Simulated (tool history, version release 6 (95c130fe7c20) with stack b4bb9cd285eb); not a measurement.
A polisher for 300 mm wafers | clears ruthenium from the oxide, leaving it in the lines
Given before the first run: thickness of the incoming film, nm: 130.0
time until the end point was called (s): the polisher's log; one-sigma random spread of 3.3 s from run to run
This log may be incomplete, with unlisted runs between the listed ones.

run,hour,flow of slurry (ml/min),pressure of the wafer on the pad (psi),speed of the pad under the wafer (cm/s),overpolish time after the end point (s),time until the end point was called (s)
1,0,205,2.3,100,45,94.105
2,6.2,205,2.1,98,45,102.55
3,15.3,205,2.1,74,45,132.93
4,18.4,205,2,74,45,134.87
5,19.4,205,2,74,45,137.56
6,24.4,235,2,74,45,137.08
7,30.8,235,1.9,74,45,139.13
8,36.5,235,1.8,72,45,145.04

Estimate the outcome of run 9 from the log above:
9,39.8,235,1.7,70,45,?

time until the end point was called (s): 155.6

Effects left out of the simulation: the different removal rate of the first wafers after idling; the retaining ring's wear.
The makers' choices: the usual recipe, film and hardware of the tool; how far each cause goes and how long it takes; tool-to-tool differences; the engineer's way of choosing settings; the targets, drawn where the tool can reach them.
